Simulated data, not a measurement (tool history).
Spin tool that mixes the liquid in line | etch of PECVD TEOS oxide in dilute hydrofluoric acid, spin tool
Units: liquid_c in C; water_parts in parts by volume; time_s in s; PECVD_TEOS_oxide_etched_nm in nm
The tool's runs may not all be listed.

{"run": 1, "day": 0.0, "liquid_c": 25, "water_parts": 115, "time_s": 25, "PECVD_TEOS_oxide_etched_nm": 7.1496}
{"run": 2, "day": 0.167, "liquid_c": 25, "water_parts": 115, "time_s": 20, "PECVD_TEOS_oxide_etched_nm": 5.5868}
{"run": 3, "day": 0.35, "liquid_c": 25, "water_parts": 115, "time_s": 25, "PECVD_TEOS_oxide_etched_nm": 6.9547}
{"run": 4, "day": 0.412, "liquid_c": 25, "water_parts": 80, "time_s": 25, "PECVD_TEOS_oxide_etched_nm": 10.411}
{"run": 5, "day": 0.562, "liquid_c": 25, "water_parts": 80, "time_s": 20, "PECVD_TEOS_oxide_etched_nm": 8.3993}
{"run": 6, "day": 0.838, "liquid_c": 26.5, "water_parts": 80, "time_s": 20, "PECVD_TEOS_oxide_etched_nm": 9.0692}
{"run": 7, "day": 0.929, "liquid_c": 28, "water_parts": 75, "time_s": 20, "PECVD_TEOS_oxide_etched_nm": 10.202}
{"run": 8, "day": 1.154, "liquid_c": 29, "water_parts": 70, "time_s": 20, "PECVD_TEOS_oxide_etched_nm": 11.389}
{"run": 9, "day": 1.438, "liquid_c": 30, "water_parts": 70, "time_s": 20, "PECVD_TEOS_oxide_etched_nm": 11.876}

Forecast run 10:
{"run": 10, "day": 1.754, "liquid_c": 30.5, "water_parts": 70, "time_s": 20, "PECVD_TEOS_oxide_etched_nm": "?"}

Run 10 gave PECVD_TEOS_oxide_etched_nm 11.955 nm.
